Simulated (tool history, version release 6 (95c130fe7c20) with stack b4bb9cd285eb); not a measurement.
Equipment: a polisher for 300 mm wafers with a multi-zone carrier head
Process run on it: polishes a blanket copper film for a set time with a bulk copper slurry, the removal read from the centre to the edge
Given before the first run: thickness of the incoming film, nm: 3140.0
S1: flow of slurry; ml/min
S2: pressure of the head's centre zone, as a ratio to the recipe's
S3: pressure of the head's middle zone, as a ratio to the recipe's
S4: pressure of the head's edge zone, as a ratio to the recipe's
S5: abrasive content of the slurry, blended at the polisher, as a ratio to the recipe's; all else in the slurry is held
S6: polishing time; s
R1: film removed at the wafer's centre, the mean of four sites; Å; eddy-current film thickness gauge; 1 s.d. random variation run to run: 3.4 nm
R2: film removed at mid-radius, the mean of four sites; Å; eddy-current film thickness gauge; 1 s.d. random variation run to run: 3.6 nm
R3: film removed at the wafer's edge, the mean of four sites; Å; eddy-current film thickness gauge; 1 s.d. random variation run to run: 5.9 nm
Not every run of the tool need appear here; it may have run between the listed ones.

run 1 hour=0.0 | S1=265 S2=1.00 S3=1.00 S4=1.00 S5=1.00 S6=75 | R1=7691.1 R2=7545.3 R3=7455.3
run 2 hour=5.2 | S1=260 S2=0.98 S3=0.99 S4=0.98 S5=0.95 S6=71 | R1=6991.9 R2=6958.9 R3=6938.7
run 3 hour=14.2 | S1=260 S2=0.97 S3=0.99 S4=0.97 S5=0.90 S6=68 | R1=6481.9 R2=6555.8 R3=6629.0
run 4 hour=15.8 | S1=260 S2=0.97 S3=1.05 S4=0.97 S5=0.90 S6=68 | R1=6358.3 R2=6931.5 R3=6418.3
run 5 hour=23.1 | S1=260 S2=0.97 S3=1.05 S4=0.97 S5=1.00 S6=68 | R1=6648.4 R2=7060.3 R3=6839.6
run 6 hour=28.1 | S1=260 S2=0.96 S3=1.04 S4=0.96 S5=0.95 S6=65 | R1=6194.1 R2=6524.8 R3=6309.8
run 7 hour=35.6 | S1=260 S2=0.95 S3=1.03 S4=0.95 S5=0.90 S6=63 | R1=5926.2 R2=6379.5 R3=5907.3
run 8 hour=43.4 | S1=205 S2=0.85 S3=0.93 S4=1.05 S5=0.65 S6=42 | R1=3012.2 R2=3384.0 R3=3640.6

Estimate the outcome of run 9 from the log above:
run 9 hour=46.7 | S1=220 S2=0.86 S3=0.94 S4=1.05 S5=0.65 S6=42 | R1=? R2=? R3=?

Logged for run 9: R1 3096.4 Å, R2 3352.8 Å, R3 3695.1 Å.
